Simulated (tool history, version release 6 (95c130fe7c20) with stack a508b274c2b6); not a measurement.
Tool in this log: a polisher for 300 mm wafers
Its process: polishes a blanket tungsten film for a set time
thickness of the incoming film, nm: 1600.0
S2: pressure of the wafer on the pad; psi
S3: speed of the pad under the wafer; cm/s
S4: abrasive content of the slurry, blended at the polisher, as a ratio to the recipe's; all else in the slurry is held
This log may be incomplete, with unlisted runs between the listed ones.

Run 1, day 0.000: flow of slurry (ml/min) 155, S2 3.7 psi, S3 88 cm/s, S4 1.0, polishing time (s) 47. Result: film removed (nm) 155.79.
Run 2, day 0.150: flow of slurry (ml/min) 155, S2 3.7 psi, S3 88 cm/s, S4 1.0, polishing time (s) 47. Result: film removed (nm) 154.89.
Run 3, day 0.325: flow of slurry (ml/min) 155, S2 4.4 psi, S3 88 cm/s, S4 1.0, polishing time (s) 47. Result: film removed (nm) 185.29.
Run 4, day 0.625: flow of slurry (ml/min) 155, S2 4.5 psi, S3 88 cm/s, S4 1.0, polishing time (s) 47. Result: film removed (nm) 189.91.
Run 5, day 0.658: flow of slurry (ml/min) 155, S2 4.5 psi, S3 88 cm/s, S4 0.8, polishing time (s) 47. Result: film removed (nm) 179.35.
Run 6, day 0.812: flow of slurry (ml/min) 160, S2 4.6 psi, S3 88 cm/s, S4 0.8, polishing time (s) 47. Result: film removed (nm) 178.35.

Run 7, settings as shown, results not yet in. Your forecast:
Run 7, day 0.871: flow of slurry (ml/min) 160, S2 4.6 psi, S3 88 cm/s, S4 0.8, polishing time (s) 47. Result: film removed (nm) ?.

{"run 7": {"film removed (nm)": 178.51}}
